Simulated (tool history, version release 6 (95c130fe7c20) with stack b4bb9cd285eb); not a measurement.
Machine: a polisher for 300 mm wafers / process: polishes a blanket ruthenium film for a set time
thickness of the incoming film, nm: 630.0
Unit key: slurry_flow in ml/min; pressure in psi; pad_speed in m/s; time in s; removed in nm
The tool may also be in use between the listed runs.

| run | hour | slurry_flow | pressure | pad_speed | time | removed |
|---|---|---|---|---|---|---|
| 1 | 0.0 | 275 | 1.6 | 0.86 | 89 | 58.505 |
| 2 | 7.5 | 275 | 1.6 | 0.86 | 89 | 58.725 |
| 3 | 12.2 | 345 | 1.6 | 0.86 | 89 | 59.888 |
| 4 | 17.7 | 345 | 1.7 | 0.86 | 89 | 61.639 |
| 5 | 25.0 | 345 | 1.7 | 0.94 | 89 | 68.482 |
| 6 | 33.3 | 345 | 1.7 | 0.72 | 89 | 52.286 |

What does the tool deliver on the next run?
| 7 | 41.7 | 345 | 2.2 | 0.76 | 89 | ? |

removed: 70.022 nm
